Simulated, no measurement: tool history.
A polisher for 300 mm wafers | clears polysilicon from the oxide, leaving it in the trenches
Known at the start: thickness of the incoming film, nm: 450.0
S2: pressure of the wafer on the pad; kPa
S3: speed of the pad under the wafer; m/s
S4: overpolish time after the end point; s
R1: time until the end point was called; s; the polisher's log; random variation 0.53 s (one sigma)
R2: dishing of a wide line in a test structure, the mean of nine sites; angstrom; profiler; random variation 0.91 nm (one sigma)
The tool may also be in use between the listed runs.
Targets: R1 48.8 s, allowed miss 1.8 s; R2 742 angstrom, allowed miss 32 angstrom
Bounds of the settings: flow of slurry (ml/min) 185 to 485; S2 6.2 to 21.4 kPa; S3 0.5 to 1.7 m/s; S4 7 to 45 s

Run 1, hour 0: flow of slurry (ml/min) 310, S2 13.8 kPa, S3 1.1 m/s, S4 23 s. Result: R1 31.154 s, R2 763.04 angstrom.
Run 2, hour 6.5: flow of slurry (ml/min) 310, S2 13.1 kPa, S3 1.1 m/s, S4 23 s. Result: R1 33.288 s, R2 742.27 angstrom.
Run 3, hour 14.6: flow of slurry (ml/min) 310, S2 13.1 kPa, S3 1.1 m/s, S4 14 s. Result: R1 33.178 s, R2 675.69 angstrom.
Run 4, hour 21.7: flow of slurry (ml/min) 310, S2 12.4 kPa, S3 1.1 m/s, S4 16 s. Result: R1 34.983 s, R2 692.73 angstrom.
Run 5, hour 28.2: flow of slurry (ml/min) 355, S2 12.4 kPa, S3 1.1 m/s, S4 16 s. Result: R1 34.691 s, R2 687.17 angstrom.
Run 6, hour 31.5: flow of slurry (ml/min) 355, S2 11.7 kPa, S3 1.1 m/s, S4 18 s. Result: R1 36.484 s, R2 710.34 angstrom.
Run 7, hour 36.3: flow of slurry (ml/min) 355, S2 11 kPa, S3 1.1 m/s, S4 19 s. Result: R1 38.279 s, R2 702.02 angstrom.
Run 8, hour 42.9: flow of slurry (ml/min) 355, S2 10.3 kPa, S3 1.1 m/s, S4 20 s. Result: R1 40.758 s, R2 690.33 angstrom.
Run 9, hour 50.3: flow of slurry (ml/min) 355, S2 10.3 kPa, S3 1.1 m/s, S4 22 s. Result: R1 39.907 s, R2 711.09 angstrom.
Run 10, hour 54.6: flow of slurry (ml/min) 355, S2 9.7 kPa, S3 1.1 m/s, S4 23 s. Result: R1 43.142 s, R2 720.96 angstrom.
Run 11, hour 58.9: flow of slurry (ml/min) 355, S2 9.7 kPa, S3 1.1 m/s, S4 24 s. Result: R1 43.56 s, R2 708.24 angstrom.
Run 12, hour 67.3: flow of slurry (ml/min) 355, S2 9.7 kPa, S3 1.1 m/s, S4 25 s. Result: R1 43.329 s, R2 731.83 angstrom.
Run 13, hour 70.5: flow of slurry (ml/min) 355, S2 9 kPa, S3 1.1 m/s, S4 27 s. Result: R1 45.727 s, R2 725.49 angstrom.
Run 14, hour 78.7: flow of slurry (ml/min) 355, S2 9 kPa, S3 1.1 m/s, S4 28 s. Result: R1 46.75 s, R2 738.11 angstrom.
Run 15, hour 85.2: flow of slurry (ml/min) 355, S2 9 kPa, S3 1.1 m/s, S4 29 s. Result: R1 46.254 s, R2 739.1 angstrom.

5 next moves are on the table. One of them brings every result within its allowed miss. Which?
Run A, hour 91.7: flow of slurry (ml/min) 395, S2 9 kPa, S3 1.22 m/s, S4 24 s. Result: R1 ?, R2 ?.
Run B, hour 91.7: flow of slurry (ml/min) 370, S2 8.3 kPa, S3 1.24 m/s, S4 24 s. Result: R1 ?, R2 ?.
Run C, hour 91.7: flow of slurry (ml/min) 335, S2 9 kPa, S3 1.04 m/s, S4 33 s. Result: R1 ?, R2 ?.
Run D, hour 91.7: flow of slurry (ml/min) 365, S2 8.3 kPa, S3 1.2 m/s, S4 31 s. Result: R1 ?, R2 ?.
Run E, hour 91.7: flow of slurry (ml/min) 425, S2 9.7 kPa, S3 1.06 m/s, S4 41 s. Result: R1 ?, R2 ?.

move      R1      R2
   A   41.73  704.47
   B  44.338   696.6
   C  49.184  720.76
   D   45.81  721.52
   E  44.519  739.79
A: further off than the last run
B: further off than the last run
C: meets every target
D: further off than the last run
E: further off than the last run
The right move is C.
